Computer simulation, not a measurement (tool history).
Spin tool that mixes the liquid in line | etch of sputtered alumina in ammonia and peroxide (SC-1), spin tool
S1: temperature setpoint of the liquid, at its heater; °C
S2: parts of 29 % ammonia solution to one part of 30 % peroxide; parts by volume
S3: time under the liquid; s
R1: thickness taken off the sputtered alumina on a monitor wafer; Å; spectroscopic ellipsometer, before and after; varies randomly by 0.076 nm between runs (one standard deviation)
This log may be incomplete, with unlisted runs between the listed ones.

run,hour,S1,S2,S3,R1
1,0.0,54.0,0.75,95,70.903
2,1.6,54.0,0.90,95,72.416
3,5.5,54.0,1.10,95,73.933
4,12.7,55.5,1.10,95,80.268
5,15.2,55.5,1.10,95,79.079
6,15.9,56.5,1.10,95,83.327
7,24.0,57.5,1.10,95,87.441

Run 8 is up next; what results do you expect?
8,27.7,58.0,1.10,95,?

Run 8 gave R1 90.622 Å.
